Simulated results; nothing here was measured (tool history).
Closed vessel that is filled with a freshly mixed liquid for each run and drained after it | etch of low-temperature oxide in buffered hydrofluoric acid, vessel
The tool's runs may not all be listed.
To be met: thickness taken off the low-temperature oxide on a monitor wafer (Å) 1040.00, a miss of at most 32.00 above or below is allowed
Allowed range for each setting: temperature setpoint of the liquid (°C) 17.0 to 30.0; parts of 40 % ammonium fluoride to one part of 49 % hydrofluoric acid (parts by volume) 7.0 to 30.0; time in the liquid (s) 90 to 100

run	hour	temperature setpoint of the liquid (°C)	parts of 40 % ammonium fluoride to one part of 49 % hydrofluoric acid (parts by volume)	time in the liquid (s)	thickness taken off the low-temperature oxide on a monitor wafer (Å)
1	0.0	22.0	19.0	90	1188.40
2	5.4	20.5	19.0	90	1115.70
3	10.9	17.5	19.0	90	937.86
4	16.9	17.5	19.0	90	931.82
5	22.3	18.0	19.0	90	946.62
6	26.3	18.0	14.0	90	1295.40
7	31.7	17.5	14.5	90	1233.20
8	34.0	17.5	15.0	90	1171.90
9	42.1	17.5	15.5	90	1131.40

Next run, 5 choices. One meets every target within its allowed miss, the rest don't. Which?
A	50.2	18.0	17.0	95	?
B	50.2	17.5	16.5	95	?
C	50.2	17.0	15.5	90	?
D	50.2	17.0	16.5	90	?
E	50.2	17.0	14.0	90	?

move	thickness taken off the low-temperature oxide on a monitor wafer (Å)
A	1131.70
B	1132.80
C	1109.30
D	1043.00
E	1226.10
A: no better and no worse than the last run
B: no better and no worse than the last run
C: an improvement on the last run, though not all results are within tolerance
D: all results in spec
E: the biggest miss grows against the last run
Move D is the one to make.
